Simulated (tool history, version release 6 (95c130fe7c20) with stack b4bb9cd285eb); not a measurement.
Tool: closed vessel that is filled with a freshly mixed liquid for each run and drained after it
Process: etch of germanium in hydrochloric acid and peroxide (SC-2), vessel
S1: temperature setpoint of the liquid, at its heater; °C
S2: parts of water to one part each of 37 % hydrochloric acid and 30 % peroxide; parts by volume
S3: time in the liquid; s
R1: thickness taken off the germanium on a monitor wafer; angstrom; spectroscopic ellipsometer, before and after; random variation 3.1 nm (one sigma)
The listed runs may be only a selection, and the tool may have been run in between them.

| run | hour | S1 | S2 | S3 | R1 |
|---|---|---|---|---|---|
| 1 | 0 | 65 | 5.5 | 105 | 3734.6 |
| 2 | 6.8 | 65 | 5.5 | 115 | 4050.6 |
| 3 | 15.5 | 71.5 | 5.5 | 115 | 4881.3 |
| 4 | 18.2 | 71.5 | 5.5 | 115 | 4874 |
| 5 | 23.9 | 70.5 | 5.5 | 115 | 4769.2 |
| 6 | 29.3 | 70 | 5.5 | 115 | 4678.4 |
| 7 | 35.9 | 69.5 | 5.5 | 115 | 4664.1 |

Predict the results of run 8:
| 8 | 43.9 | 69.5 | 5.5 | 115 | ? |

{"run 8": {"R1": 4671.1}}

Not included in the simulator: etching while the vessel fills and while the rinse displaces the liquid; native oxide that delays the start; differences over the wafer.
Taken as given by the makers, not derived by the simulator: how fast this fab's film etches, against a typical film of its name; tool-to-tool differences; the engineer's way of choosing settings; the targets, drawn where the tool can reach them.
